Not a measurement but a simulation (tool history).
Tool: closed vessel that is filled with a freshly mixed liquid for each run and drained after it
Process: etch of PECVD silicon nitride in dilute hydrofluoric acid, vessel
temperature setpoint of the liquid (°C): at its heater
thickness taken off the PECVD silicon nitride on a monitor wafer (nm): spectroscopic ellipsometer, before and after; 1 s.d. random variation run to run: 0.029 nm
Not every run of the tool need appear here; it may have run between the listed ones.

| run | day | temperature setpoint of the liquid (°C) | parts of water to one part of 49 % hydrofluoric acid (parts by volume) | time in the liquid (s) | thickness taken off the PECVD silicon nitride on a monitor wafer (nm) |
|---|---|---|---|---|---|
| 1 | 0.000 | 25.0 | 55 | 320 | 16.537 |
| 2 | 0.162 | 23.0 | 55 | 320 | 14.335 |
| 3 | 0.521 | 21.5 | 55 | 320 | 12.944 |
| 4 | 0.667 | 20.5 | 55 | 320 | 12.113 |
| 5 | 0.688 | 19.5 | 55 | 320 | 11.343 |
| 6 | 0.725 | 19.5 | 40 | 320 | 15.421 |

Expected results for the next run?
| 7 | 0.879 | 19.0 | 45 | 320 | ? |

thickness taken off the PECVD silicon nitride on a monitor wafer (nm): 13.266
